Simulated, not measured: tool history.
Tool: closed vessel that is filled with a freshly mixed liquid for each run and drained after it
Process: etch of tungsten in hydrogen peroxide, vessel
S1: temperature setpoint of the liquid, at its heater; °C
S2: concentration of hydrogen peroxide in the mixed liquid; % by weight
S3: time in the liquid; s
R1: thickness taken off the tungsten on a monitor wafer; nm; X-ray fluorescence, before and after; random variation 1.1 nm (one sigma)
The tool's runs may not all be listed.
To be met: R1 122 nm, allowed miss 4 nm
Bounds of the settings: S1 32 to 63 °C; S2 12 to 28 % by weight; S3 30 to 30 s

run,hour,S1,S2,S3,R1
1,0,47,19,30,62.918
2,6.3,48.5,19,30,70.656
3,8.2,48.5,19,30,69.715
4,11.6,42.5,19,30,48.332
5,20.5,36,19,30,31.197
6,25.2,36,19,30,30.957
7,30.7,39,19,30,37.975
8,34.6,42,19,30,45.858
9,40.4,50,19.5,30,77.37
10,41.5,51,19.5,30,82.229
11,48.5,52,19.5,30,86.019
12,54.2,53,19.5,30,92.413

Which of these 4 next moves meets every target?
A,59.9,57,20.5,30,?
B,59.9,45.5,19,30,?
C,59.9,48,17.5,30,?
D,59.9,46.5,21,30,?

move,R1
A,120.85
B,57.91
C,64.955
D,64.818
A: meets every target
B: further off than the last run
C: further off than the last run
D: further off than the last run
Move A is the one to make.
